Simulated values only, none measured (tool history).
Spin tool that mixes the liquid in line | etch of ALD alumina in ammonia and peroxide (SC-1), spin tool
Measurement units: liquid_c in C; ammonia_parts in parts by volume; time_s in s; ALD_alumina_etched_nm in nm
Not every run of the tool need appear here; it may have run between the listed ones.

Run 1, hour 0: liquid_c 49 C, ammonia_parts 0.8 parts by volume, time_s 170 s. Result: ALD_alumina_etched_nm 7.464 nm.
Run 2, hour 2.7: liquid_c 56 C, ammonia_parts 0.8 parts by volume, time_s 170 s. Result: ALD_alumina_etched_nm 11.105 nm.
Run 3, hour 6.7: liquid_c 51.5 C, ammonia_parts 0.8 parts by volume, time_s 170 s. Result: ALD_alumina_etched_nm 8.5405 nm.
Run 4, hour 11.5: liquid_c 51.5 C, ammonia_parts 0.8 parts by volume, time_s 185 s. Result: ALD_alumina_etched_nm 9.433 nm.
Run 5, hour 17.5: liquid_c 51.5 C, ammonia_parts 0.65 parts by volume, time_s 185 s. Result: ALD_alumina_etched_nm 9.133 nm.
Run 6, hour 21.1: liquid_c 51.5 C, ammonia_parts 0.65 parts by volume, time_s 185 s. Result: ALD_alumina_etched_nm 9.145 nm.
Run 7, hour 23.4: liquid_c 51.5 C, ammonia_parts 0.65 parts by volume, time_s 185 s. Result: ALD_alumina_etched_nm 9.1053 nm.

Estimate the outcome of run 8 from the log above:
Run 8, hour 31.3: liquid_c 50.5 C, ammonia_parts 0.65 parts by volume, time_s 185 s. Result: ALD_alumina_etched_nm ?.

ALD_alumina_etched_nm: 8.6084 nm
